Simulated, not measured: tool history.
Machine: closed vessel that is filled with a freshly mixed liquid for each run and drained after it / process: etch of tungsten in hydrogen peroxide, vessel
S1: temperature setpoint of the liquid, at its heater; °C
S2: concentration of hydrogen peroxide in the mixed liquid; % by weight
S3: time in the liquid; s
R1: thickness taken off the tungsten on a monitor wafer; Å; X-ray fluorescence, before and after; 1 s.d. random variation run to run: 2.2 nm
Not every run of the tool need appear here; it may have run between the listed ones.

run 1 hour=0.0 | S1=53.0 S2=24.0 S3=35 | R1=1045.60
run 2 hour=3.3 | S1=53.0 S2=24.0 S3=35 | R1=1045.70
run 3 hour=12.2 | S1=56.5 S2=24.5 S3=35 | R1=1302.30
run 4 hour=16.8 | S1=51.0 S2=24.5 S3=35 | R1=949.28
run 5 hour=22.4 | S1=55.0 S2=25.0 S3=35 | R1=1196.40
run 6 hour=24.4 | S1=55.0 S2=25.0 S3=35 | R1=1219.10
run 7 hour=27.5 | S1=58.0 S2=25.0 S3=35 | R1=1466.90
run 8 hour=31.2 | S1=60.0 S2=25.0 S3=35 | R1=1631.10
run 9 hour=35.0 | S1=61.5 S2=25.0 S3=35 | R1=1762.70

Run 10, settings as shown, results not yet in. Your forecast:
run 10 hour=37.1 | S1=63.0 S2=25.5 S3=35 | R1=?

Run 10 produced R1 1929.80 Å.
